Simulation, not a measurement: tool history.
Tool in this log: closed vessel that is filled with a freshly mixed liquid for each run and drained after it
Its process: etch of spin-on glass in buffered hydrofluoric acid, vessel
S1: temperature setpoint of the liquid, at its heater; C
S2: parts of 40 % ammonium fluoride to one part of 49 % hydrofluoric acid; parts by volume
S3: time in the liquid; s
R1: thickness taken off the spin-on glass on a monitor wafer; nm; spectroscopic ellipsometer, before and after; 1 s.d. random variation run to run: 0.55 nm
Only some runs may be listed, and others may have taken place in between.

| run | hour | S1 | S2 | S3 | R1 |
|---|---|---|---|---|---|
| 1 | 0.0 | 21.0 | 19.0 | 30 | 43.313 |
| 2 | 7.9 | 21.0 | 23.5 | 30 | 36.552 |
| 3 | 10.3 | 23.5 | 20.0 | 30 | 47.078 |
| 4 | 15.2 | 25.0 | 17.0 | 30 | 60.170 |
| 5 | 20.8 | 21.5 | 17.0 | 30 | 48.891 |
| 6 | 27.6 | 18.0 | 17.0 | 30 | 40.769 |
| 7 | 28.4 | 22.0 | 11.0 | 30 | 78.005 |
| 8 | 36.5 | 23.0 | 11.0 | 30 | 82.173 |

For run 9, what comes out?
| 9 | 42.7 | 23.5 | 11.0 | 30 | ? |

{"run 9": {"R1": 84.535}}
